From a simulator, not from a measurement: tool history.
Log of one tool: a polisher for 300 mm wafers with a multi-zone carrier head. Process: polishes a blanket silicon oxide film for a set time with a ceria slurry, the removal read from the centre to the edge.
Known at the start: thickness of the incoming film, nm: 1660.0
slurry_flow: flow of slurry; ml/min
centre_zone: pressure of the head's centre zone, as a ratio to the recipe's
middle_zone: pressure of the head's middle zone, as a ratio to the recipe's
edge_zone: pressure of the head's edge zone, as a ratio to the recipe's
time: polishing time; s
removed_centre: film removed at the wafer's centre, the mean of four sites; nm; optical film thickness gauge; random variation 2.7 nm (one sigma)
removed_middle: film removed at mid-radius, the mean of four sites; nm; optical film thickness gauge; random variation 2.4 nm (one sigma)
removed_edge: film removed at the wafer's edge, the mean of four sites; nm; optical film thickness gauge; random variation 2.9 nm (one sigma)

run 1 hour=0 | slurry_flow=215 centre_zone=1 middle_zone=1 edge_zone=1 time=73 | removed_centre=418.21 removed_middle=432.31 removed_edge=410.33
run 2 hour=8.4 | slurry_flow=215 centre_zone=1.05 middle_zone=1 edge_zone=1 time=73 | removed_centre=450.34 removed_middle=432.73 removed_edge=402.11
run 3 hour=9 | slurry_flow=215 centre_zone=0.97 middle_zone=1 edge_zone=1 time=73 | removed_centre=405.99 removed_middle=433.13 removed_edge=397.81
run 4 hour=11.5 | slurry_flow=215 centre_zone=0.98 middle_zone=0.96 edge_zone=0.96 time=66 | removed_centre=373.47 removed_middle=376.51 removed_edge=362.34
run 5 hour=14 | slurry_flow=215 centre_zone=0.98 middle_zone=1 edge_zone=0.96 time=66 | removed_centre=381.47 removed_middle=390.89 removed_edge=353.26
run 6 hour=18.4 | slurry_flow=215 centre_zone=0.98 middle_zone=1 edge_zone=0.96 time=76 | removed_centre=433.19 removed_middle=447.86 removed_edge=412.84
-- hour=19.5 edge zone pressure recalibrated
run 7 hour=19.5 | slurry_flow=215 centre_zone=0.98 middle_zone=1 edge_zone=0.96 time=76 | removed_centre=433.33 removed_middle=449.75 removed_edge=427.28

The next listed run, before its measurement:
run 8 hour=25.2 | slurry_flow=215 centre_zone=0.99 middle_zone=0.97 edge_zone=0.96 time=68 | removed_centre=? removed_middle=? removed_edge=?

{"run 8": {"removed_centre": 394.61, "removed_middle": 389.34, "removed_edge": 380.18}}
